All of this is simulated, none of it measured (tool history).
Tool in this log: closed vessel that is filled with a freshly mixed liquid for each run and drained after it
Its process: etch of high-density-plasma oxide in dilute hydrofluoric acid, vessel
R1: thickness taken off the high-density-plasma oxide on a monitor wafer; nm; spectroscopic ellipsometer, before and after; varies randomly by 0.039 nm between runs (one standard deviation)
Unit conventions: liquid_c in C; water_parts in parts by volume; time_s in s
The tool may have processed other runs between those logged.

run 1 hour=0 | liquid_c=20 water_parts=195 time_s=240 | R1=4.6313
run 2 hour=4.5 | liquid_c=21.5 water_parts=195 time_s=240 | R1=4.9026
run 3 hour=8.3 | liquid_c=23.5 water_parts=190 time_s=240 | R1=5.4717
run 4 hour=14.6 | liquid_c=25 water_parts=185 time_s=240 | R1=5.9493
run 5 hour=22.8 | liquid_c=25 water_parts=255 time_s=240 | R1=4.044
run 6 hour=26.6 | liquid_c=25 water_parts=295 time_s=240 | R1=3.3264
run 7 hour=29.4 | liquid_c=26 water_parts=260 time_s=240 | R1=4.0621

Predict the results of run 8:
run 8 hour=35.5 | liquid_c=26.5 water_parts=230 time_s=240 | R1=?

{"run 8": {"R1": 4.8252}}
